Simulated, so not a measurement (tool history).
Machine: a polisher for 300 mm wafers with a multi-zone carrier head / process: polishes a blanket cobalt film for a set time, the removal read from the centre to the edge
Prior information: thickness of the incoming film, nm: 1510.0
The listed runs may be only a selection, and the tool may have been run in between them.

run  hour  flow of slurry (ml/min)  pressure of the head's centre zone  pressure of the head's middle zone  pressure of the head's edge zone  polishing time (s)  film removed at the wafer's centre (angstrom)  film removed at mid-radius (angstrom)  film removed at the wafer's edge (angstrom)
  1     0                      155                                   1                                   1                                 1                  85                                         3595.1                                 3448.6                                       3737.7
  2   0.9                      155                                   1                                   1                                 1                  94                                         3999.7                                 3777.2                                       4024.8
  3   7.3                      155                                1.04                                   1                                 1                  94                                         4135.8                                 3739.4                                       4037.6
  4   8.3                      140                                1.03                                0.99                              0.96                  79                                         3228.2                                 3030.8                                       3223.7
  5  15.7                      130                                1.02                                0.96                              0.93                  72                                         2826.7                                 2704.4                                       2865.9
  6  19.3                      150                                1.02                                0.96                              0.93                  72                                           3027                                 2822.1                                       3014.3

What does the tool deliver on the next run?
  7  28.2                      140                                1.01                                0.94                              0.91                  66                                              ?                                      ?                                            ?

Logged for run 7: film removed at the wafer's centre (angstrom) 2678.2, film removed at mid-radius (angstrom) 2477.4, film removed at the wafer's edge (angstrom) 2637.6.
